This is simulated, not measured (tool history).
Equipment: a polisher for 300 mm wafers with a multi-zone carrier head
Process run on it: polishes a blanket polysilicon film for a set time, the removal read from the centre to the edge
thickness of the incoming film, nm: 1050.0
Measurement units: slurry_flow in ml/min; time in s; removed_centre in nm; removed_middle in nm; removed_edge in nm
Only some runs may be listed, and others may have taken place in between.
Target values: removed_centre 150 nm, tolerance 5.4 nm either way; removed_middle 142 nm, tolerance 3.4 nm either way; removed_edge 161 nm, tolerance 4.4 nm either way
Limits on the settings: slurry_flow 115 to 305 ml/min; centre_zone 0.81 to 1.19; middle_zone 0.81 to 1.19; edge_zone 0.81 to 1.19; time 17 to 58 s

run,hour,slurry_flow,centre_zone,middle_zone,edge_zone,time,removed_centre,removed_middle,removed_edge
1,0,195,1,1,1,37,211.67,208.99,206.91
2,6.4,195,1,1,1.04,37,214.06,210.38,216.07
3,7.8,185,0.98,0.96,1.02,36,201.4,195.58,203.55
4,14.1,185,0.98,0.99,1.02,36,198.59,205.02,205.5
5,19.3,185,0.98,0.99,1.02,43,240.11,239.82,245.29
6,22,175,0.97,0.95,1.01,40,220.18,219.53,225.24
7,26.5,180,0.96,0.93,1.02,37,202.37,200.65,212.44
8,29.1,175,0.96,0.91,1.02,35,195.74,185.75,196.87
9,37.7,175,0.96,0.91,1.02,35,190.78,186.77,197.05
10,44.3,170,0.95,0.89,1.03,33,181.11,173.68,187.72
11,50.6,165,0.94,0.87,1.03,32,172.2,165.5,180.27
12,53,160,0.94,0.86,1.03,31,165.55,159.83,174.27

Which one of the following 5 next-run settings gets every result inside its allowed miss? There is exactly one.
A,55.4,155,0.94,0.84,1.07,28,?,?,?
B,55.4,200,0.92,0.92,1.18,29,?,?,?
C,55.4,145,1.05,1.03,1,30,?,?,?
D,55.4,190,0.86,1.12,0.87,28,?,?,?
E,55.4,180,0.96,1.06,0.83,34,?,?,?

move,removed_centre,removed_middle,removed_edge
A,148.56,139.9,158.89
B,156.71,156.22,174.35
C,172.09,164.51,165
D,142.85,166.28,150.77
E,187.43,194.67,179.71
A: each result inside its tolerance
B: closer than the last run, but not yet in spec
C: its largest miss is bigger than the last run's
D: its largest miss is bigger than the last run's
E: its largest miss is bigger than the last run's
So the answer is move A, the one that meets all the targets.
